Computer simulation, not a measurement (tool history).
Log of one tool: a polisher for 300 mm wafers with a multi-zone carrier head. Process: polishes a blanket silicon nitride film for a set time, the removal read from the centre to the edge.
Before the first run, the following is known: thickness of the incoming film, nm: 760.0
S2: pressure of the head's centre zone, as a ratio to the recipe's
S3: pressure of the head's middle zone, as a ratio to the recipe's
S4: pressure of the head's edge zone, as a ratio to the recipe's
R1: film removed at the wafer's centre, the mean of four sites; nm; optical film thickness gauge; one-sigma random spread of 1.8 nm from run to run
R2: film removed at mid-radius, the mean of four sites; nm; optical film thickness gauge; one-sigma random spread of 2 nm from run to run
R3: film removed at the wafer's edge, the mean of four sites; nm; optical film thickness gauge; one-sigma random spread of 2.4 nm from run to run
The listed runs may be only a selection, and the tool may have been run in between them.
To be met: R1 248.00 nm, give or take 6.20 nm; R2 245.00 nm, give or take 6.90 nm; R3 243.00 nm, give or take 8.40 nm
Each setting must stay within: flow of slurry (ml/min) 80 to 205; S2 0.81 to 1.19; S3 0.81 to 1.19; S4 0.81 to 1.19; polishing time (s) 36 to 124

run 1 hour=0.0 | flow_of_slurry_(ml/min)=135 S2=1.00 S3=1.00 S4=1.00 polishing_time_(s)=79 | R1=169.39 R2=172.54 R3=172.13
run 2 hour=4.0 | flow_of_slurry_(ml/min)=135 S2=1.00 S3=0.95 S4=1.00 polishing_time_(s)=79 | R1=170.21 R2=166.68 R3=173.52
run 3 hour=5.0 | flow_of_slurry_(ml/min)=125 S2=1.00 S3=0.95 S4=1.00 polishing_time_(s)=79 | R1=164.14 R2=161.96 R3=170.49
run 4 hour=12.6 | flow_of_slurry_(ml/min)=125 S2=1.00 S3=1.04 S4=1.00 polishing_time_(s)=79 | R1=165.74 R2=174.33 R3=171.29
run 5 hour=15.3 | flow_of_slurry_(ml/min)=125 S2=1.00 S3=1.04 S4=1.00 polishing_time_(s)=92 | R1=195.00 R2=202.80 R3=198.01
run 6 hour=16.4 | flow_of_slurry_(ml/min)=145 S2=1.00 S3=1.04 S4=1.00 polishing_time_(s)=92 | R1=201.15 R2=209.06 R3=199.80
run 7 hour=23.8 | flow_of_slurry_(ml/min)=150 S2=1.01 S3=1.04 S4=1.02 polishing_time_(s)=93 | R1=207.68 R2=213.53 R3=211.55
run 8 hour=25.4 | flow_of_slurry_(ml/min)=185 S2=1.10 S3=1.11 S4=1.06 polishing_time_(s)=94 | R1=237.43 R2=232.41 R3=218.94
run 9 hour=27.9 | flow_of_slurry_(ml/min)=185 S2=1.10 S3=1.11 S4=1.07 polishing_time_(s)=94 | R1=238.60 R2=237.41 R3=219.48
run 10 hour=36.1 | flow_of_slurry_(ml/min)=195 S2=1.08 S3=1.05 S4=1.17 polishing_time_(s)=98 | R1=243.58 R2=234.03 R3=242.23

Consider the 4 candidate settings below. Which is the only one whose results all fall within their allowed miss of target?
run A hour=44.3 | flow_of_slurry_(ml/min)=205 S2=1.08 S3=1.08 S4=1.15 polishing_time_(s)=104 | R1=? R2=? R3=?
run B hour=44.3 | flow_of_slurry_(ml/min)=185 S2=1.09 S3=1.09 S4=1.14 polishing_time_(s)=100 | R1=? R2=? R3=?
run C hour=44.3 | flow_of_slurry_(ml/min)=190 S2=1.07 S3=1.18 S4=1.15 polishing_time_(s)=95 | R1=? R2=? R3=?
run D hour=44.3 | flow_of_slurry_(ml/min)=185 S2=1.08 S3=1.06 S4=1.11 polishing_time_(s)=107 | R1=? R2=? R3=?

move=A R1=262.14 R2=260.88 R3=260.04
move=B R1=249.99 R2=248.62 R3=246.02
move=C R1=234.34 R2=251.63 R3=235.27
move=D R1=264.97 R2=260.65 R3=259.77
A: the result that was furthest off in the last run now lies on the other side of its target
B: hits every target within its allowed miss
C: meets the target for the result that was furthest off, but another lies outside its allowed miss
D: the result that was furthest off in the last run now lies on the other side of its target
Correct choice: B, which meets every target
